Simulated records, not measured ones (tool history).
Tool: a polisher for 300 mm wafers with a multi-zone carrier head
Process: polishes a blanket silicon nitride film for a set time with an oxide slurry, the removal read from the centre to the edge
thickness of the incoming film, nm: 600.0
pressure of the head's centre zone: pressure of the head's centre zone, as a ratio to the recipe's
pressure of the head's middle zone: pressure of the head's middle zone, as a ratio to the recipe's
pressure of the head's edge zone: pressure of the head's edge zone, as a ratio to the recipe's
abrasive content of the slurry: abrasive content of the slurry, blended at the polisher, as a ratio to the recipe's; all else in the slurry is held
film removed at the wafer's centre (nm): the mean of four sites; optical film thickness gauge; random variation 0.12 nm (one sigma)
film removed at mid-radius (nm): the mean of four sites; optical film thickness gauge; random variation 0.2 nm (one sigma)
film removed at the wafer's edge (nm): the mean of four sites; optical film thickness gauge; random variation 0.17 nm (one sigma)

run    day  flow of slurry (ml/min)  pressure of the head's centre zone  pressure of the head's middle zone  pressure of the head's edge zone  abrasive content of the slurry  polishing time (s)  film removed at the wafer's centre (nm)  film removed at mid-radius (nm)  film removed at the wafer's edge (nm)
  1      0                      135                                   1                                   1                                 1                               1                  46                                   22.791                           21.795                                 21.831
  2  0.021                      135                                   1                                   1                              0.93                               1                  46                                   22.477                           22.219                                 21.016
  3  0.238                      135                                   1                                   1                              1.01                               1                  46                                   22.756                           21.878                                 22.104
  4  0.275                      125                                0.98                                1.02                                 1                               1                  46                                   21.417                           21.785                                 21.583
  5  0.475                      125                                1.06                                1.02                                 1                               1                  46                                   23.475                           21.465                                  21.29
  6  0.558                      120                                1.04                                1.04                              0.99                               1                  46                                   22.905                           21.982                                 21.334
  7  0.808                      115                                1.02                                1.05                              0.98                               1                  46                                    22.04                            21.82                                 21.019
  8    1.1                      110                                   1                                1.07                              0.97                               1                  46                                   21.296                           21.869                                 20.315
  9  1.138                      105                                0.98                                1.09                              0.97                               1                  46                                   20.389                           21.949                                 20.256
 10  1.242                      100                                0.97                                 1.1                              0.97                               1                  46                                    20.05                           21.692                                 20.158
 11  1.571                      100                                0.96                                1.11                              0.97                               1                  46                                   19.675                           21.916                                 20.289
 12  1.738                      100                                0.95                                1.12                              0.97                               1                  46                                   19.594                           22.238                                 20.134
 13    2.1                      100                                0.94                                1.13                              0.97                               1                  46                                   19.355                            22.35                                 20.382
 14  2.425                      100                                0.94                                1.14                              0.97                               1                  46                                   19.478                           22.669                                 20.152

The next listed run, before its measurement:
 15  2.612                       85                                 0.9                                1.18                              0.99                               1                  46                                        ?                                ?                                      ?

{"run 15": {"film removed at the wafer's centre (nm)": 17.597, "film removed at mid-radius (nm)": 21.896, "film removed at the wafer's edge (nm)": 19.52}}
